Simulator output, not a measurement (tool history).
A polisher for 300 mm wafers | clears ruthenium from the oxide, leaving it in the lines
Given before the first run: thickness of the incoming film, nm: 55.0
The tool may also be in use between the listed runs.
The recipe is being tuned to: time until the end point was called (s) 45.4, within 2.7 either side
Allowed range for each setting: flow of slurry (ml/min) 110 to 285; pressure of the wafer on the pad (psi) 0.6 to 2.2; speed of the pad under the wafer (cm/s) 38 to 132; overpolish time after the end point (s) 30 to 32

run	hour	flow of slurry (ml/min)	pressure of the wafer on the pad (psi)	speed of the pad under the wafer (cm/s)	overpolish time after the end point (s)	time until the end point was called (s)
1	0	180	1.4	84	30	76.722
2	5.6	180	1.5	84	30	71.665
3	13.2	160	1.5	84	30	74.294
4	19.3	165	1.6	84	30	68.264
# hour 26.3: head pressure recalibrated
5	26.3	170	1.7	84	30	69.698
6	34.6	170	1.7	84	32	66.875
7	39.9	170	1.8	86	32	62.172
8	46	170	1.9	88	32	57.703
9	48.2	170	1.9	90	32	57.863

5 candidate next runs follow, results not yet known. Just one meets every target within its allowed miss. Identify it.
A	50.4	185	1.8	76	32	?
B	50.4	205	2.2	122	32	?
C	50.4	155	1.8	120	32	?
D	50.4	195	1.8	92	32	?
E	50.4	170	2.2	70	32	?

move	time until the end point was called (s)
A	70.92
B	36.213
C	46.86
D	58.461
E	63.96
A: moves away from the targets compared with the last run
B: moves the result that the last run missed by most past its target, out the other side
C: every result lands within tolerance
D: about the same distance from the targets as the last run
E: moves away from the targets compared with the last run
C is the move that brings every result within its allowed miss.
